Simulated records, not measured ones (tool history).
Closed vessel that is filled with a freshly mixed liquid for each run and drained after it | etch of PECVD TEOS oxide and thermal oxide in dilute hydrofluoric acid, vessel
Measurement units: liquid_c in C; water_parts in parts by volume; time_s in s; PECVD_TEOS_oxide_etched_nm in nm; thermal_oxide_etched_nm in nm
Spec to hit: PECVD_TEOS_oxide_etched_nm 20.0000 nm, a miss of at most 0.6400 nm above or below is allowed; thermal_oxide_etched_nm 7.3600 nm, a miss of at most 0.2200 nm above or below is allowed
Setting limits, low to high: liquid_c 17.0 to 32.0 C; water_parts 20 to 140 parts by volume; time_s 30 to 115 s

run  hour  liquid_c  water_parts  time_s  PECVD_TEOS_oxide_etched_nm  thermal_oxide_etched_nm
  1   0.0      24.0           75      60                      9.9059                   3.6558
  2   5.7      22.5           75      60                      9.3781                   3.4166
  3  13.2      22.5           75      40                      6.1316                   2.2915
  4  16.6      19.0           75      40                      5.3220                   1.9640
  5  21.0      17.0           75      40                      4.9573                   1.8233
  6  28.4      17.0           75      40                      4.9805                   1.7724
  7  35.2      20.0           60      40                      7.0525                   2.6233
  8  38.4      22.5           50      40                      9.8070                   3.5472
  9  40.2      25.5           45      40                     12.2660                   4.4849
 10  47.8      27.5           40      40                     15.0690                   5.4770
 11  54.2      29.0           40      40                     15.9980                   5.8063
 12  55.7      30.0           40      40                     16.6110                   6.0305
 13  61.1      32.0           30      40                     24.3690                   8.8321
 14  66.8      31.0           30      40                     22.8030                   8.4051

Below are 4 possible settings for the next run. Only one of them brings all results inside the allowed miss of their targets. Which is it?
  A  72.5      30.0           35      40                           ?                        ?
  B  72.5      32.0           30      30                           ?                        ?
  C  72.5      29.0           40      50                           ?                        ?
  D  72.5      26.0           20      30                           ?                        ?

move  PECVD_TEOS_oxide_etched_nm  thermal_oxide_etched_nm
   A                     18.6870                   6.9666
   B                     17.8440                   6.6521
   C                     19.4890                   7.2655
   D                     21.3170                   7.9469
A: takes the result that was furthest off past its target
B: takes the result that was furthest off past its target
C: all results in spec
D: closer than the last run, but not yet in spec
C meets every target.
